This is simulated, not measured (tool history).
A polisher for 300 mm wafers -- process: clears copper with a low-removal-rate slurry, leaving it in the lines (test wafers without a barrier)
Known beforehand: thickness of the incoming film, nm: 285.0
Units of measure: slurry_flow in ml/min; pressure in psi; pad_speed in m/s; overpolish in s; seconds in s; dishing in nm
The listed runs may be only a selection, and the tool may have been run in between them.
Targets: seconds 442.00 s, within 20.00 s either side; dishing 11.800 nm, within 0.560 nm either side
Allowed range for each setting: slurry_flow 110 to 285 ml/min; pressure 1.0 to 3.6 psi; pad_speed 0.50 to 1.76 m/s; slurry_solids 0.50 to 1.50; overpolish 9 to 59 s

run 1 hour=0.0 | slurry_flow=180 pressure=2.3 pad_speed=1.12 slurry_solids=1.00 overpolish=30 | seconds=125.58 dishing=47.053
run 2 hour=5.6 | slurry_flow=170 pressure=2.1 pad_speed=1.02 slurry_solids=0.95 overpolish=28 | seconds=152.09 dishing=36.843
run 3 hour=13.3 | slurry_flow=170 pressure=1.8 pad_speed=1.02 slurry_solids=0.95 overpolish=28 | seconds=172.39 dishing=32.355
run 4 hour=22.3 | slurry_flow=170 pressure=1.3 pad_speed=1.02 slurry_solids=0.95 overpolish=28 | seconds=235.01 dishing=24.574
run 5 hour=27.7 | slurry_flow=170 pressure=1.6 pad_speed=1.02 slurry_solids=0.95 overpolish=28 | seconds=194.64 dishing=29.425
run 6 hour=36.1 | slurry_flow=160 pressure=1.5 pad_speed=0.94 slurry_solids=0.90 overpolish=27 | seconds=236.12 dishing=25.029
run 7 hour=40.0 | slurry_flow=160 pressure=1.4 pad_speed=0.88 slurry_solids=0.90 overpolish=25 | seconds=261.25 dishing=20.666
run 8 hour=45.2 | slurry_flow=160 pressure=1.3 pad_speed=0.82 slurry_solids=0.90 overpolish=25 | seconds=296.77 dishing=18.287
run 9 hour=52.1 | slurry_flow=160 pressure=1.3 pad_speed=0.78 slurry_solids=0.90 overpolish=25 | seconds=315.06 dishing=17.747
run 10 hour=56.2 | slurry_flow=160 pressure=1.3 pad_speed=0.76 slurry_solids=0.90 overpolish=24 | seconds=325.68 dishing=16.122
run 11 hour=57.9 | slurry_flow=160 pressure=1.3 pad_speed=0.74 slurry_solids=0.90 overpolish=24 | seconds=336.34 dishing=16.032
run 12 hour=64.6 | slurry_flow=160 pressure=1.3 pad_speed=0.72 slurry_solids=0.90 overpolish=24 | seconds=339.37 dishing=15.731
run 13 hour=68.6 | slurry_flow=160 pressure=1.3 pad_speed=0.70 slurry_solids=0.90 overpolish=24 | seconds=347.24 dishing=15.088
run 14 hour=69.5 | slurry_flow=160 pressure=1.3 pad_speed=0.70 slurry_solids=0.90 overpolish=24 | seconds=352.71 dishing=15.069
run 15 hour=75.1 | slurry_flow=160 pressure=1.3 pad_speed=0.68 slurry_solids=0.90 overpolish=24 | seconds=357.70 dishing=15.140

Which of these 5 next moves meets every target?
run A hour=80.7 | slurry_flow=140 pressure=1.7 pad_speed=0.70 slurry_solids=0.90 overpolish=31 | seconds=? dishing=?
run B hour=80.7 | slurry_flow=135 pressure=1.5 pad_speed=0.54 slurry_solids=0.80 overpolish=31 | seconds=? dishing=?
run C hour=80.7 | slurry_flow=190 pressure=1.0 pad_speed=0.66 slurry_solids=1.15 overpolish=23 | seconds=? dishing=?
run D hour=80.7 | slurry_flow=140 pressure=1.3 pad_speed=0.90 slurry_solids=1.10 overpolish=28 | seconds=? dishing=?
run E hour=80.7 | slurry_flow=195 pressure=1.5 pad_speed=0.50 slurry_solids=0.95 overpolish=21 | seconds=? dishing=?

move=A seconds=277.00 dishing=24.080
move=B seconds=409.36 dishing=16.902
move=C seconds=441.26 dishing=11.824
move=D seconds=272.62 dishing=22.013
move=E seconds=401.28 dishing=12.019
A: misses by more than the last run did
B: misses by more than the last run did
C: every result lands within tolerance
D: misses by more than the last run did
E: the furthest-off result lands on target, but another misses its tolerance
C is the move that brings every result within its allowed miss.
